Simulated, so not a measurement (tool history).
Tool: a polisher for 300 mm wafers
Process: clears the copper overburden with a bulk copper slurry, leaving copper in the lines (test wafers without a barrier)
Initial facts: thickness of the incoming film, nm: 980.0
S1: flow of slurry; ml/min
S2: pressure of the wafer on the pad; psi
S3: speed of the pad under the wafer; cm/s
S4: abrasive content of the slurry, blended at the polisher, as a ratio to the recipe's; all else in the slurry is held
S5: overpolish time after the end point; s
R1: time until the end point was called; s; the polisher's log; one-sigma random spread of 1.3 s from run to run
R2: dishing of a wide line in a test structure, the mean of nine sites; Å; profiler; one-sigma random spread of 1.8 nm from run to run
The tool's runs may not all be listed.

run 1 hour=0 | S1=165 S2=2.7 S3=104 S4=1 S5=28 | R1=105.57 R2=772.63
run 2 hour=6.5 | S1=165 S2=2.9 S3=106 S4=1 S5=27 | R1=98.195 R2=825.35
run 3 hour=13.9 | S1=165 S2=2.9 S3=94 S4=1 S5=27 | R1=115.54 R2=806.82
run 4 hour=17 | S1=165 S2=2.9 S3=94 S4=0.8 S5=27 | R1=115.03 R2=778.47
run 5 hour=24.7 | S1=165 S2=2.4 S3=94 S4=0.8 S5=27 | R1=140.47 R2=728.12
run 6 hour=26.7 | S1=165 S2=2.7 S3=98 S4=0.8 S5=25 | R1=124.57 R2=759.44
run 7 hour=32.4 | S1=165 S2=2.9 S3=104 S4=0.8 S5=22 | R1=106.65 R2=742.05
run 8 hour=33.5 | S1=165 S2=3.1 S3=106 S4=0.8 S5=22 | R1=97.521 R2=794.08
run 9 hour=42.1 | S1=165 S2=3.3 S3=108 S4=0.8 S5=20 | R1=90.691 R2=753.92
run 10 hour=43.2 | S1=165 S2=3.4 S3=108 S4=0.8 S5=21 | R1=86.615 R2=817.78
run 11 hour=44.8 | S1=165 S2=3.9 S3=116 S4=0.8 S5=13 | R1=70.78 R2=764.13
run 12 hour=53.7 | S1=165 S2=3.9 S3=116 S4=0.8 S5=15 | R1=71.044 R2=808.68
run 13 hour=60.2 | S1=165 S2=3.9 S3=116 S4=0.8 S5=16 | R1=73.605 R2=800.18
run 14 hour=65.5 | S1=165 S2=3.9 S3=116 S4=0.8 S5=17 | R1=72.245 R2=813.13
run 15 hour=74 | S1=165 S2=3.9 S3=116 S4=0.8 S5=18 | R1=73.778 R2=800.57

Run 16, settings as shown, results not yet in. Your forecast:
run 16 hour=79 | S1=165 S2=3.9 S3=116 S4=0.8 S5=18 | R1=? R2=?

Run 16 gave R1 71.778 s, R2 839.65 Å.

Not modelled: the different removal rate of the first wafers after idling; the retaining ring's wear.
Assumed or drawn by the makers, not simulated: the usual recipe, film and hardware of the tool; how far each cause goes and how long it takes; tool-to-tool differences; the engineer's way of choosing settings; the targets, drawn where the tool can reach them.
